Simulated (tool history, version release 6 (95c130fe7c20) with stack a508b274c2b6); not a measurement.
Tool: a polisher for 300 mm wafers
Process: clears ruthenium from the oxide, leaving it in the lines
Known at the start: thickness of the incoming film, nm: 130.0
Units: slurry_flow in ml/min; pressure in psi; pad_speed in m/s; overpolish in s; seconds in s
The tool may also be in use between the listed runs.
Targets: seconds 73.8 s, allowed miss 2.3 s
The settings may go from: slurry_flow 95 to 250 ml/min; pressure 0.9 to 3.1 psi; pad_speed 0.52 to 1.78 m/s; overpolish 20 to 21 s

{"run": 1, "hour": 0.0, "slurry_flow": 160, "pressure": 2, "pad_speed": 1.14, "overpolish": 20, "seconds": 114.86}
{"run": 2, "hour": 7.1, "slurry_flow": 140, "pressure": 2, "pad_speed": 1.14, "overpolish": 20, "seconds": 116.54}
{"run": 3, "hour": 12.4, "slurry_flow": 145, "pressure": 2.3, "pad_speed": 1.14, "overpolish": 20, "seconds": 103.86}
{"run": 4, "hour": 20.1, "slurry_flow": 145, "pressure": 2.3, "pad_speed": 1, "overpolish": 20, "seconds": 117.98}
{"run": 5, "hour": 21.8, "slurry_flow": 125, "pressure": 2.3, "pad_speed": 1, "overpolish": 20, "seconds": 121.69}
{"run": 6, "hour": 25.1, "slurry_flow": 145, "pressure": 2.5, "pad_speed": 1.02, "overpolish": 20, "seconds": 109.06}
{"run": 7, "hour": 30.8, "slurry_flow": 150, "pressure": 2.7, "pad_speed": 1.06, "overpolish": 20, "seconds": 95.433}
{"run": 8, "hour": 39.4, "slurry_flow": 150, "pressure": 2.7, "pad_speed": 1.06, "overpolish": 20, "seconds": 97.367}
{"run": 9, "hour": 43.2, "slurry_flow": 155, "pressure": 2.8, "pad_speed": 1.1, "overpolish": 20, "seconds": 91.216}

Which of these 5 next moves meets every target?
{"run": "A", "hour": 47.0, "slurry_flow": 165, "pressure": 2.7, "pad_speed": 1.24, "overpolish": 20, "seconds": "?"}
{"run": "B", "hour": 47.0, "slurry_flow": 175, "pressure": 3.1, "pad_speed": 1.42, "overpolish": 20, "seconds": "?"}
{"run": "C", "hour": 47.0, "slurry_flow": 155, "pressure": 2.7, "pad_speed": 0.9, "overpolish": 20, "seconds": "?"}
{"run": "D", "hour": 47.0, "slurry_flow": 155, "pressure": 2.7, "pad_speed": 1.26, "overpolish": 20, "seconds": "?"}
{"run": "E", "hour": 47.0, "slurry_flow": 160, "pressure": 2.6, "pad_speed": 1.42, "overpolish": 21, "seconds": "?"}

move=A seconds=82.29
move=B seconds=63.675
move=C seconds=113.43
move=D seconds=81.9
move=E seconds=74.766
A: nearer than the last run, and not there yet
B: takes the result that was furthest off past its target
C: further off than the last run
D: nearer than the last run, and not there yet
E: meets every target
Answer: E
